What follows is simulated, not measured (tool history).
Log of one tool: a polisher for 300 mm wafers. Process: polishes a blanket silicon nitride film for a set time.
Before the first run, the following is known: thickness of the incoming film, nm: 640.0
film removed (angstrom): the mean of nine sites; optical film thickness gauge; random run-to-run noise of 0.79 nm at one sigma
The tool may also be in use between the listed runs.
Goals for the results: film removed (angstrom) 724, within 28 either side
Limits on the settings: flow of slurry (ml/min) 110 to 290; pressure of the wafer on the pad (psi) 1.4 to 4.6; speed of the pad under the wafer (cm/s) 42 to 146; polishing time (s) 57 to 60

| run | hour | flow of slurry (ml/min) | pressure of the wafer on the pad (psi) | speed of the pad under the wafer (cm/s) | polishing time (s) | film removed (angstrom) |
|---|---|---|---|---|---|---|
| 1 | 0 | 185 | 3 | 94 | 57 | 869.08 |
| 2 | 3.5 | 185 | 2.9 | 94 | 57 | 833.43 |
| 3 | 6.5 | 185 | 2.8 | 94 | 57 | 820.85 |
| 4 | 13.1 | 185 | 2.8 | 108 | 57 | 913.98 |
| 5 | 18.1 | 225 | 2.8 | 108 | 57 | 934.18 |
| 6 | 26.3 | 225 | 2.6 | 108 | 57 | 858.3 |
| 7 | 34.4 | 225 | 2.5 | 108 | 57 | 840.96 |
| 8 | 37.7 | 215 | 2 | 106 | 57 | 695.92 |

4 next moves are on the table. One of them brings every result within its allowed miss. Which?
| A | 41 | 185 | 1.7 | 138 | 57 | ? |
| B | 41 | 190 | 2.1 | 118 | 59 | ? |
| C | 41 | 195 | 1.7 | 144 | 60 | ? |
| D | 41 | 225 | 2 | 102 | 57 | ? |

| move | film removed (angstrom) |
|---|---|
| A | 730.27 |
| B | 793.5 |
| C | 801.73 |
| D | 671.19 |
A: meets every target
B: the result that was furthest off in the last run now lies on the other side of its target
C: the result that was furthest off in the last run now lies on the other side of its target
D: the biggest miss grows against the last run
Correct choice: A, which meets every target

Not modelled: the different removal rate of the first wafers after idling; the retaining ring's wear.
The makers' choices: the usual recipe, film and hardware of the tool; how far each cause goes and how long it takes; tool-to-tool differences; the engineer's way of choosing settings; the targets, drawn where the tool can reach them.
